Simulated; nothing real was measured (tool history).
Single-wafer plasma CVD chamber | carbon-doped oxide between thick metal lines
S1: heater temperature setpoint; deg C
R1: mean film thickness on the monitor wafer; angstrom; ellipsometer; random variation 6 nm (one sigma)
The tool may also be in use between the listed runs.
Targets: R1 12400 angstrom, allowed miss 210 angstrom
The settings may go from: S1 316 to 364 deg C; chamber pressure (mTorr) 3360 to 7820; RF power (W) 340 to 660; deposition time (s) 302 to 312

Run 1, hour 0: S1 340 deg C, chamber pressure (mTorr) 5590, RF power (W) 500, deposition time (s) 302. Result: R1 15415 angstrom.
Run 2, hour 1.8: S1 343 deg C, chamber pressure (mTorr) 5260, RF power (W) 475, deposition time (s) 302. Result: R1 14545 angstrom.
Run 3, hour 2.6: S1 346 deg C, chamber pressure (mTorr) 4920, RF power (W) 465, deposition time (s) 302. Result: R1 14037 angstrom.
Run 4, hour 7.4: S1 346 deg C, chamber pressure (mTorr) 5700, RF power (W) 465, deposition time (s) 302. Result: R1 14239 angstrom.
Run 5, hour 11.2: S1 336 deg C, chamber pressure (mTorr) 5700, RF power (W) 465, deposition time (s) 302. Result: R1 14786 angstrom.
Run 6, hour 19.1: S1 336 deg C, chamber pressure (mTorr) 4870, RF power (W) 465, deposition time (s) 302. Result: R1 14355 angstrom.
Run 7, hour 19.7: S1 348 deg C, chamber pressure (mTorr) 3750, RF power (W) 415, deposition time (s) 302. Result: R1 11945 angstrom.
Run 8, hour 23.7: S1 347 deg C, chamber pressure (mTorr) 3800, RF power (W) 415, deposition time (s) 302. Result: R1 11979 angstrom.

5 next moves are on the table. One of them brings every result within its allowed miss. Which?
Run A, hour 27.7: S1 354 deg C, chamber pressure (mTorr) 3800, RF power (W) 425, deposition time (s) 312. Result: R1 ?.
Run B, hour 27.7: S1 345 deg C, chamber pressure (mTorr) 3660, RF power (W) 415, deposition time (s) 302. Result: R1 ?.
Run C, hour 27.7: S1 340 deg C, chamber pressure (mTorr) 4230, RF power (W) 385, deposition time (s) 308. Result: R1 ?.
Run D, hour 27.7: S1 348 deg C, chamber pressure (mTorr) 3500, RF power (W) 390, deposition time (s) 312. Result: R1 ?.
Run E, hour 27.7: S1 348 deg C, chamber pressure (mTorr) 3790, RF power (W) 410, deposition time (s) 302. Result: R1 ?.

move     R1
   A  12196
   B  11769
   C  11557
   D  11222
   E  11589
A: meets every target
B: further off than the last run
C: further off than the last run
D: further off than the last run
E: further off than the last run
Move A is the one to make.

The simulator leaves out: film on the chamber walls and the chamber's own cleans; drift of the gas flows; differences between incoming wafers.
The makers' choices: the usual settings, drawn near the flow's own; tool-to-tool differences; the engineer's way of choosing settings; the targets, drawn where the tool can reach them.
